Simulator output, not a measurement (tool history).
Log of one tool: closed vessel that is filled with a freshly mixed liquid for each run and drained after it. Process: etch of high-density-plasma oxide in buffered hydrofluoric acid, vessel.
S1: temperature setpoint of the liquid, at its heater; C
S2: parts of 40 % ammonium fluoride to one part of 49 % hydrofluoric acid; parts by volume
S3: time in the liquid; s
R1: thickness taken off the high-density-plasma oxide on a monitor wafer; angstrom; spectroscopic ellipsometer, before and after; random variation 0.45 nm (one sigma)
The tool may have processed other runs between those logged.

run    day    S1    S2  S3      R1
  1      0    23  11.5  30  526.77
  2  0.308    23   9.5  30  617.84
  3  0.688    23     8  30  719.78
  4    0.9    22     8  30  683.96
  5  1.258    21     8  30  653.73
     1.571  -- thermometer replaced
  6  1.571    24     8  30  867.84
  7  1.738    23     8  30  828.91
  8  1.792    22     8  30  784.87
  9      2    22     8  30  786.31
 10  2.338    21   8.5  30  690.01
 11  2.721  20.5     9  30  636.43

The next listed run, before its measurement:
 12  3.096  20  9.5  30   ?

{"run 12": {"R1": 589}}

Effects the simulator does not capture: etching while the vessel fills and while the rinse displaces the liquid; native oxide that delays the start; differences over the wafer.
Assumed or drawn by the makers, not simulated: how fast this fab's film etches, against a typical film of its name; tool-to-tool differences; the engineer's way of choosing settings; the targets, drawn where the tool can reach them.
